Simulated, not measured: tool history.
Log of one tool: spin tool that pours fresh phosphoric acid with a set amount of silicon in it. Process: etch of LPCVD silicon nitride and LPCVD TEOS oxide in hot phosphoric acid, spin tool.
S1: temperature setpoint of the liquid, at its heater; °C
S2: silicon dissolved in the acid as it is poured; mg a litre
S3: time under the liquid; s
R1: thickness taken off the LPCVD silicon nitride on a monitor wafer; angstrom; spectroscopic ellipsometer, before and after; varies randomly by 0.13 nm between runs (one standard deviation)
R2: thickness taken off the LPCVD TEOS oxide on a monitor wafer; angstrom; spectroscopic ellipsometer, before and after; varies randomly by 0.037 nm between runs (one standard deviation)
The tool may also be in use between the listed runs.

Run 1, day 0: S1 160 °C, S2 17 mg a litre, S3 180 s. Result: R1 185.97 angstrom, R2 6.3966 angstrom.
Run 2, day 0.304: S1 160.5 °C, S2 19 mg a litre, S3 185 s. Result: R1 191.35 angstrom, R2 5.8921 angstrom.
Run 3, day 0.421: S1 160.5 °C, S2 10.5 mg a litre, S3 185 s. Result: R1 193.17 angstrom, R2 7.5704 angstrom.
Run 4, day 0.479: S1 160.5 °C, S2 14 mg a litre, S3 185 s. Result: R1 193.03 angstrom, R2 6.3995 angstrom.
Run 5, day 0.804: S1 161 °C, S2 13.5 mg a litre, S3 190 s. Result: R1 201.22 angstrom, R2 7.8471 angstrom.
Run 6, day 1.067: S1 159 °C, S2 13.5 mg a litre, S3 190 s. Result: R1 189.31 angstrom, R2 6.4885 angstrom.
Run 7, day 1.171: S1 159.5 °C, S2 15.5 mg a litre, S3 195 s. Result: R1 195.27 angstrom, R2 5.836 angstrom.
Run 8, day 1.396: S1 160 °C, S2 17 mg a litre, S3 200 s. Result: R1 206.37 angstrom, R2 6.4656 angstrom.

Run 9, settings as shown, results not yet in. Your forecast:
Run 9, day 1.667: S1 160.5 °C, S2 18.5 mg a litre, S3 205 s. Result: R1 ?, R2 ?.

R1: 211.44 angstrom
R2: 6.8702 angstrom
